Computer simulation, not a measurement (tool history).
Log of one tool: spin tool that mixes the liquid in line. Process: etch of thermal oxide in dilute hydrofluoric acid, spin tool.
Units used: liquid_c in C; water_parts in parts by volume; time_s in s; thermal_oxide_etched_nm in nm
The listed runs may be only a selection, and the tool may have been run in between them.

run   hour  liquid_c  water_parts  time_s  thermal_oxide_etched_nm
  1      0        22          180     305                   5.8475
  2    1.2        23          165     305                   6.6891
  3    5.4        23          165     325                   7.1862
  4    6.7      21.5          165     325                   6.6842
  5    9.2      21.5          165     305                   6.3664
  6   13.6      22.5          150     305                   7.3373
  7   14.3        23          140     305                   8.0326
  8   18.8      23.5          130     305                   8.9402
      24.1  -- thermometer replaced
  9   24.1      23.5          130     305                   9.7255
 10   31.2        24          125     305                    10.42
 11   32.5      24.5          125     305                   10.674
 12   39.4        25          125     305                   10.813
 13   43.9      25.5          120     305                   11.663
 14   51.7        26          120     305                   11.593
 15     54      26.5          115     305                   12.581
 16   59.7        27          115     305                   12.763
 17   61.4      27.5          110     305                   13.786
 18   65.2        28          110     305                   13.897
 19     74        30           70     305                   25.194
 20   76.3      29.5           70     305                   24.548
 21   85.3        29           70     305                   24.289
 22   88.8      28.5           70     305                   23.604
 23   92.7        28           70     305                   23.284
 24   99.8      27.5           70     305                   22.697
 25  100.5        27           70     305                   22.283
 26    108      26.5           70     305                   21.954

What does the tool deliver on the next run?
 27  116.4        26           70     305                        ?

thermal_oxide_etched_nm: 21.518 nm

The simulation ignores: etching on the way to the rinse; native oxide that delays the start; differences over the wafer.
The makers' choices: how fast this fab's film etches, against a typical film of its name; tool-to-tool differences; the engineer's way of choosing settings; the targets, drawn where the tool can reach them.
